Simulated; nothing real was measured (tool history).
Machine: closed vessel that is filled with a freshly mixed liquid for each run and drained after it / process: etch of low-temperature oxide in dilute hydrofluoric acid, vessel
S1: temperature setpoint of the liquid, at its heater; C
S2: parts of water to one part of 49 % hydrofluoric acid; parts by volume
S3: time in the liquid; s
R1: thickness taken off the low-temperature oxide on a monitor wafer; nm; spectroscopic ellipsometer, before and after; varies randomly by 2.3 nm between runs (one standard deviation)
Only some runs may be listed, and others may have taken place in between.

| run | hour | S1 | S2 | S3 | R1 |
|---|---|---|---|---|---|
| 1 | 0 | 21 | 160 | 1045 | 70.978 |
| 2 | 7.9 | 21 | 160 | 1120 | 76.218 |
| 3 | 10.2 | 21 | 160 | 1120 | 76.281 |
| 4 | 14.8 | 21 | 160 | 1045 | 69.851 |
| 5 | 23.1 | 23.5 | 160 | 1045 | 78.208 |
| 6 | 24.6 | 23.5 | 160 | 1045 | 76.915 |
| 7 | 26.9 | 25 | 120 | 1070 | 115.66 |
| 8 | 32.8 | 26 | 95 | 1085 | 160.82 |
| 9 | 39.5 | 27 | 80 | 1085 | 202.41 |
| 10 | 42.4 | 27.5 | 70 | 1085 | 242.55 |
| 11 | 43.8 | 29 | 60 | 1085 | 298.66 |

Expected results for the next run?
| 12 | 49.5 | 28.5 | 60 | 1085 | ? |

R1: 296.82 nm
